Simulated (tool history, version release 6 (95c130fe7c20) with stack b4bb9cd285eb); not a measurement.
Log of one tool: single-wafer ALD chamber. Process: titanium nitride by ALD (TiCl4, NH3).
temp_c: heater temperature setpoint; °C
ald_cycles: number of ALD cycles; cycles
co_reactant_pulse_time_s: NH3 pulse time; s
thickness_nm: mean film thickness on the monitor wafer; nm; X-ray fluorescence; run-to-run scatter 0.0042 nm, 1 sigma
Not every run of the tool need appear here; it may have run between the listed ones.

Run 1, hour 0: temp_c 390 °C, ald_cycles 49 cycles, co_reactant_pulse_time_s 1.56 s. Result: thickness_nm 1.0586 nm.
Run 2, hour 5.1: temp_c 397 °C, ald_cycles 49 cycles, co_reactant_pulse_time_s 1.56 s. Result: thickness_nm 1.0789 nm.
Run 3, hour 7.3: temp_c 397 °C, ald_cycles 47 cycles, co_reactant_pulse_time_s 1.56 s. Result: thickness_nm 1.0332 nm.
Run 4, hour 11.8: temp_c 397 °C, ald_cycles 47 cycles, co_reactant_pulse_time_s 1.37 s. Result: thickness_nm 1.0173 nm.
Run 5, hour 19.7: temp_c 396 °C, ald_cycles 47 cycles, co_reactant_pulse_time_s 1.29 s. Result: thickness_nm 1.0113 nm.
Run 6, hour 22.7: temp_c 395 °C, ald_cycles 47 cycles, co_reactant_pulse_time_s 1.22 s. Result: thickness_nm 1.0055 nm.
Run 7, hour 23.6: temp_c 394 °C, ald_cycles 47 cycles, co_reactant_pulse_time_s 1.15 s. Result: thickness_nm 0.99697 nm.
Run 8, hour 29.9: temp_c 393 °C, ald_cycles 47 cycles, co_reactant_pulse_time_s 1.1 s. Result: thickness_nm 0.99566 nm.
Run 9, hour 37.5: temp_c 393 °C, ald_cycles 47 cycles, co_reactant_pulse_time_s 1.1 s. Result: thickness_nm 0.99408 nm.
Run 10, hour 38.9: temp_c 392 °C, ald_cycles 47 cycles, co_reactant_pulse_time_s 1.05 s. Result: thickness_nm 0.98895 nm.

Run 11 comes next. What will it give?
Run 11, hour 42.9: temp_c 392 °C, ald_cycles 47 cycles, co_reactant_pulse_time_s 1.01 s. Result: thickness_nm ?.

Run 11 measured thickness_nm 0.98729 nm.
